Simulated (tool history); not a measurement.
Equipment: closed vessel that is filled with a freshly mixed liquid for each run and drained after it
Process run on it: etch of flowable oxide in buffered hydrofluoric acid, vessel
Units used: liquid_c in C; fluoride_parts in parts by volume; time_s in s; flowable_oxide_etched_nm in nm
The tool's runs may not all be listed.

run 1 hour=0.0 | liquid_c=25.0 fluoride_parts=24.0 time_s=105 | flowable_oxide_etched_nm=169.21
run 2 hour=9.0 | liquid_c=25.5 fluoride_parts=23.0 time_s=105 | flowable_oxide_etched_nm=176.88
run 3 hour=10.3 | liquid_c=26.0 fluoride_parts=21.5 time_s=105 | flowable_oxide_etched_nm=190.51
run 4 hour=11.3 | liquid_c=29.5 fluoride_parts=21.5 time_s=105 | flowable_oxide_etched_nm=230.10
run 5 hour=15.0 | liquid_c=29.5 fluoride_parts=21.5 time_s=105 | flowable_oxide_etched_nm=232.67
run 6 hour=21.5 | liquid_c=29.5 fluoride_parts=21.5 time_s=105 | flowable_oxide_etched_nm=230.24
run 7 hour=29.1 | liquid_c=29.5 fluoride_parts=20.5 time_s=105 | flowable_oxide_etched_nm=238.25
run 8 hour=31.6 | liquid_c=29.5 fluoride_parts=19.5 time_s=105 | flowable_oxide_etched_nm=249.65
run 9 hour=39.4 | liquid_c=29.5 fluoride_parts=19.0 time_s=105 | flowable_oxide_etched_nm=253.03

Run 10 comes next. What will it give?
run 10 hour=45.8 | liquid_c=29.5 fluoride_parts=18.5 time_s=105 | flowable_oxide_etched_nm=?

flowable_oxide_etched_nm: 259.42 nm

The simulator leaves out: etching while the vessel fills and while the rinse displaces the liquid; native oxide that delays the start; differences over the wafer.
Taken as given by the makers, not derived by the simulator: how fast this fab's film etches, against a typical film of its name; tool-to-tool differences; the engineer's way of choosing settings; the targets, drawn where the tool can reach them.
